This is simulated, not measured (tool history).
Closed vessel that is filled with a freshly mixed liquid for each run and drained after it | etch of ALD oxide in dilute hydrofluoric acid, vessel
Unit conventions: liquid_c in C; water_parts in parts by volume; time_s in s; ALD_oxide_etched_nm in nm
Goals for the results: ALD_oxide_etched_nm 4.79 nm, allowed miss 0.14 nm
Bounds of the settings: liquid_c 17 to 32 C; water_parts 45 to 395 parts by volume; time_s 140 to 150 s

| run | hour | liquid_c | water_parts | time_s | ALD_oxide_etched_nm |
|---|---|---|---|---|---|
| 1 | 0 | 24 | 220 | 140 | 7.3059 |
| 2 | 8.6 | 20.5 | 220 | 140 | 6.4285 |
| 3 | 16.4 | 20 | 225 | 140 | 6.0674 |
| 4 | 21.1 | 20 | 160 | 140 | 9.1895 |
| 5 | 28.3 | 20 | 160 | 150 | 9.6907 |
| 6 | 35.3 | 20 | 160 | 150 | 9.8892 |
| 7 | 41.4 | 17 | 250 | 150 | 5.1365 |
| 8 | 46.8 | 17 | 255 | 150 | 4.9783 |

Exercise: of the 5 proposed moves below, exactly one satisfies all targets within the stated allowed misses. Which move is it?
| A | 52.2 | 24 | 280 | 140 | ? |
| B | 52.2 | 18 | 260 | 150 | ? |
| C | 52.2 | 17 | 230 | 140 | ? |
| D | 52.2 | 17 | 235 | 140 | ? |
| E | 52.2 | 18 | 275 | 150 | ? |

| move | ALD_oxide_etched_nm |
|---|---|
| A | 5.4097 |
| B | 5.104 |
| C | 5.32 |
| D | 5.1838 |
| E | 4.7624 |
A: lands further from the targets than the last run did
B: lands further from the targets than the last run did
C: lands further from the targets than the last run did
D: lands further from the targets than the last run did
E: meets every target
The move that meets every target is E.

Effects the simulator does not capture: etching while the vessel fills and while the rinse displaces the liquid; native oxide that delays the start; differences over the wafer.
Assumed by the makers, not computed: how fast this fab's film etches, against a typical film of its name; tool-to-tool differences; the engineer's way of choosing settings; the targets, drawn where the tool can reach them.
